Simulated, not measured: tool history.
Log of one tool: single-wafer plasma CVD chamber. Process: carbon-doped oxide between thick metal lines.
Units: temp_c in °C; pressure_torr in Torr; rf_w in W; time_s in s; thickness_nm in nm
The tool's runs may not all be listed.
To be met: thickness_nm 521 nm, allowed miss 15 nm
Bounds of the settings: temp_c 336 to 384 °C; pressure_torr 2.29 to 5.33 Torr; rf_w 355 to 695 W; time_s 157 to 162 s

run 1 day=0 | temp_c=360 pressure_torr=3.81 rf_w=525 time_s=157 | thickness_nm=660.58
run 2 day=0.258 | temp_c=360 pressure_torr=3.81 rf_w=525 time_s=162 | thickness_nm=683.47
run 3 day=0.6 | temp_c=360 pressure_torr=3.81 rf_w=525 time_s=162 | thickness_nm=681.65
run 4 day=0.654 | temp_c=361 pressure_torr=3.75 rf_w=505 time_s=161 | thickness_nm=645.1
run 5 day=0.979 | temp_c=361 pressure_torr=3.19 rf_w=505 time_s=161 | thickness_nm=636.21
-- day=1.312 RF generator calibrated
run 6 day=1.312 | temp_c=362 pressure_torr=3.13 rf_w=495 time_s=161 | thickness_nm=650.63
run 7 day=1.404 | temp_c=365 pressure_torr=3.08 rf_w=480 time_s=161 | thickness_nm=628.3
run 8 day=1.704 | temp_c=365 pressure_torr=3.02 rf_w=465 time_s=161 | thickness_nm=608

Which of these 5 next moves meets every target?
run A day=2.004 | temp_c=344 pressure_torr=2.29 rf_w=425 time_s=157 | thickness_nm=?
run B day=2.004 | temp_c=365 pressure_torr=2.94 rf_w=580 time_s=162 | thickness_nm=?
run C day=2.004 | temp_c=359 pressure_torr=3.23 rf_w=390 time_s=157 | thickness_nm=?
run D day=2.004 | temp_c=363 pressure_torr=2.95 rf_w=395 time_s=157 | thickness_nm=?
run E day=2.004 | temp_c=367 pressure_torr=2.68 rf_w=425 time_s=157 | thickness_nm=?

move=A thickness_nm=542.04
move=B thickness_nm=749.12
move=C thickness_nm=479.97
move=D thickness_nm=480.4
move=E thickness_nm=521.75
A: nearer than the last run, and not there yet
B: further off than the last run
C: takes the result that was furthest off past its target
D: takes the result that was furthest off past its target
E: meets every target
The right move is E.
